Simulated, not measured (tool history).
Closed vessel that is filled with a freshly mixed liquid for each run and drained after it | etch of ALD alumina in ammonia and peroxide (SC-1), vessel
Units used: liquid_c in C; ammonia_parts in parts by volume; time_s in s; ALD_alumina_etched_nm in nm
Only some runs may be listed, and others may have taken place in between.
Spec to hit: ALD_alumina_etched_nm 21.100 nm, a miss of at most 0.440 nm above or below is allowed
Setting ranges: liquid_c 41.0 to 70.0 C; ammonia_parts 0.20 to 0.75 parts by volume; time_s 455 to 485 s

Run 1, day 0.000: liquid_c 57.0 C, ammonia_parts 0.45 parts by volume, time_s 455 s. Result: ALD_alumina_etched_nm 35.282 nm.
Run 2, day 0.271: liquid_c 56.0 C, ammonia_parts 0.45 parts by volume, time_s 455 s. Result: ALD_alumina_etched_nm 33.357 nm.
Run 3, day 0.492: liquid_c 56.0 C, ammonia_parts 0.55 parts by volume, time_s 455 s. Result: ALD_alumina_etched_nm 34.152 nm.
Run 4, day 0.838: liquid_c 51.5 C, ammonia_parts 0.55 parts by volume, time_s 455 s. Result: ALD_alumina_etched_nm 26.997 nm.
Run 5, day 0.904: liquid_c 45.5 C, ammonia_parts 0.55 parts by volume, time_s 455 s. Result: ALD_alumina_etched_nm 19.254 nm.
Run 6, day 1.000: liquid_c 41.0 C, ammonia_parts 0.55 parts by volume, time_s 455 s. Result: ALD_alumina_etched_nm 14.769 nm.
Run 7, day 1.304: liquid_c 41.0 C, ammonia_parts 0.55 parts by volume, time_s 455 s. Result: ALD_alumina_etched_nm 14.820 nm.
Run 8, day 1.388: liquid_c 41.5 C, ammonia_parts 0.55 parts by volume, time_s 455 s. Result: ALD_alumina_etched_nm 15.188 nm.
Run 9, day 1.733: liquid_c 42.0 C, ammonia_parts 0.55 parts by volume, time_s 455 s. Result: ALD_alumina_etched_nm 15.632 nm.
Run 10, day 1.783: liquid_c 42.5 C, ammonia_parts 0.55 parts by volume, time_s 455 s. Result: ALD_alumina_etched_nm 16.151 nm.
Run 11, day 2.004: liquid_c 43.0 C, ammonia_parts 0.55 parts by volume, time_s 455 s. Result: ALD_alumina_etched_nm 16.615 nm.
Run 12, day 2.388: liquid_c 43.5 C, ammonia_parts 0.55 parts by volume, time_s 455 s. Result: ALD_alumina_etched_nm 17.250 nm.
Run 13, day 2.438: liquid_c 48.0 C, ammonia_parts 0.55 parts by volume, time_s 455 s. Result: ALD_alumina_etched_nm 22.156 nm.

Which single option among these 5 for the next run brings every result within its allowed miss of target? Just one does.
Run A, day 2.488: liquid_c 47.5 C, ammonia_parts 0.50 parts by volume, time_s 475 s. Result: ALD_alumina_etched_nm ?.
Run B, day 2.488: liquid_c 47.5 C, ammonia_parts 0.55 parts by volume, time_s 460 s. Result: ALD_alumina_etched_nm ?.
Run C, day 2.488: liquid_c 45.5 C, ammonia_parts 0.55 parts by volume, time_s 485 s. Result: ALD_alumina_etched_nm ?.
Run D, day 2.488: liquid_c 46.5 C, ammonia_parts 0.60 parts by volume, time_s 465 s. Result: ALD_alumina_etched_nm ?.
Run E, day 2.488: liquid_c 47.0 C, ammonia_parts 0.40 parts by volume, time_s 455 s. Result: ALD_alumina_etched_nm ?.

move  ALD_alumina_etched_nm
   A                 22.349
   B                 21.841
   C                 20.573
   D                 21.046
   E                 20.378
A: misses by more than the last run did
B: an improvement on the last run, though not all results are within tolerance
C: takes the result that was furthest off past its target
D: hits every target within its allowed miss
E: takes the result that was furthest off past its target
Correct choice: D, which meets every target

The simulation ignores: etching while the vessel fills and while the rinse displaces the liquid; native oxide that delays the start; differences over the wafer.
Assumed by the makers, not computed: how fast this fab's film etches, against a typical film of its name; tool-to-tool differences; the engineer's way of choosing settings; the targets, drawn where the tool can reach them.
